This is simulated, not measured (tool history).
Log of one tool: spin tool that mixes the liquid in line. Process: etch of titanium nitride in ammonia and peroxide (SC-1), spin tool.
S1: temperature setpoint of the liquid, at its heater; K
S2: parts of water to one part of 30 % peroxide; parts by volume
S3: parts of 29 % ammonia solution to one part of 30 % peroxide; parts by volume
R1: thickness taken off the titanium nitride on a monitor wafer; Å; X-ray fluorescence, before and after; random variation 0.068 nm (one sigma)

{"run": 1, "hour": 0.0, "S1": 332.15, "S2": 17.5, "S3": 0.45, "time under the liquid (s)": 265, "R1": 168.38}
{"run": 2, "hour": 6.4, "S1": 328.65, "S2": 17.5, "S3": 0.45, "time under the liquid (s)": 265, "R1": 133.38}
{"run": 3, "hour": 12.2, "S1": 326.65, "S2": 17.5, "S3": 0.45, "time under the liquid (s)": 265, "R1": 115.1}
{"run": 4, "hour": 16.7, "S1": 326.65, "S2": 17.5, "S3": 0.45, "time under the liquid (s)": 290, "R1": 126.53}
{"run": 5, "hour": 18.4, "S1": 326.65, "S2": 17.5, "S3": 0.55, "time under the liquid (s)": 290, "R1": 129.75}
{"run": 6, "hour": 26.6, "S1": 326.65, "S2": 17.5, "S3": 0.55, "time under the liquid (s)": 265, "R1": 120.63}

Forecast run 7:
{"run": 7, "hour": 28.6, "S1": 325.15, "S2": 17.5, "S3": 0.55, "time under the liquid (s)": 265, "R1": "?"}

R1: 108.68 Å
